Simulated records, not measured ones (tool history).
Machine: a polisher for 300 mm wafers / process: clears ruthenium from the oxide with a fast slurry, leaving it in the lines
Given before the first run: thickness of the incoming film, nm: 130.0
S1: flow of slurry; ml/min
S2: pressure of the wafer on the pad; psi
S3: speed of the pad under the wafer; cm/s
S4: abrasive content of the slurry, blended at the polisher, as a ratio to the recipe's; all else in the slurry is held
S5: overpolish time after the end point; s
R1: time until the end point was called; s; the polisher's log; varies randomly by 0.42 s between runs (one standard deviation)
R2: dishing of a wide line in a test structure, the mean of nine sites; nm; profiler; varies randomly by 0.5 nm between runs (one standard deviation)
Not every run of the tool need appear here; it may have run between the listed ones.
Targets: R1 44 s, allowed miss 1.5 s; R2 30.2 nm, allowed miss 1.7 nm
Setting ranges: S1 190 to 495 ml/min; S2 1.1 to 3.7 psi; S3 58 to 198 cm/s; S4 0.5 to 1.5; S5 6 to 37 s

{"run": 1, "hour": 0.0, "S1": 320, "S2": 2.4, "S3": 128, "S4": 1, "S5": 19, "R1": 33.164, "R2": 58.453}
{"run": 2, "hour": 5.1, "S1": 320, "S2": 2.3, "S3": 128, "S4": 1, "S5": 17, "R1": 34.842, "R2": 50.64}
{"run": 3, "hour": 9.1, "S1": 285, "S2": 2.3, "S3": 128, "S4": 1, "S5": 17, "R1": 34.755, "R2": 50.219}
{"run": 4, "hour": 11.7, "S1": 285, "S2": 2.2, "S3": 128, "S4": 1, "S5": 16, "R1": 36.071, "R2": 46.146}
{"run": 5, "hour": 12.6, "S1": 285, "S2": 2.2, "S3": 102, "S4": 1, "S5": 16, "R1": 44.029, "R2": 38.688}
{"run": 6, "hour": 19.2, "S1": 285, "S2": 2.2, "S3": 102, "S4": 1, "S5": 15, "R1": 44.583, "R2": 35.545}
{"run": 7, "hour": 25.8, "S1": 285, "S2": 2.2, "S3": 102, "S4": 1, "S5": 14, "R1": 44.737, "R2": 34.521}
{"run": 8, "hour": 33.5, "S1": 285, "S2": 2.2, "S3": 102, "S4": 1, "S5": 14, "R1": 44.22, "R2": 33.298}
{"run": 9, "hour": 41.9, "S1": 285, "S2": 2.2, "S3": 102, "S4": 1, "S5": 13, "R1": 44.892, "R2": 31.427}

Below are 4 possible settings for the next run. Only one of them brings all results inside the allowed miss of their targets. Which is it?
{"run": "A", "hour": 50.3, "S1": 330, "S2": 2.2, "S3": 92, "S4": 0.95, "S5": 13, "R1": "?", "R2": "?"}
{"run": "B", "hour": 50.3, "S1": 325, "S2": 2.3, "S3": 92, "S4": 0.95, "S5": 14, "R1": "?", "R2": "?"}
{"run": "C", "hour": 50.3, "S1": 260, "S2": 2.5, "S3": 100, "S4": 0.8, "S5": 12, "R1": "?", "R2": "?"}
{"run": "D", "hour": 50.3, "S1": 380, "S2": 2, "S3": 126, "S4": 0.7, "S5": 14, "R1": "?", "R2": "?"}

move=A R1=48.988 R2=29.205
move=B R1=46.988 R2=32.43
move=C R1=43.865 R2=30.023
move=D R1=44.707 R2=33.91
A: brings the last run's worst result on target, with another outside its allowed miss
B: lands further from the targets than the last run did
C: all results in spec
D: lands further from the targets than the last run did
So the answer is move C, the one that meets all the targets.

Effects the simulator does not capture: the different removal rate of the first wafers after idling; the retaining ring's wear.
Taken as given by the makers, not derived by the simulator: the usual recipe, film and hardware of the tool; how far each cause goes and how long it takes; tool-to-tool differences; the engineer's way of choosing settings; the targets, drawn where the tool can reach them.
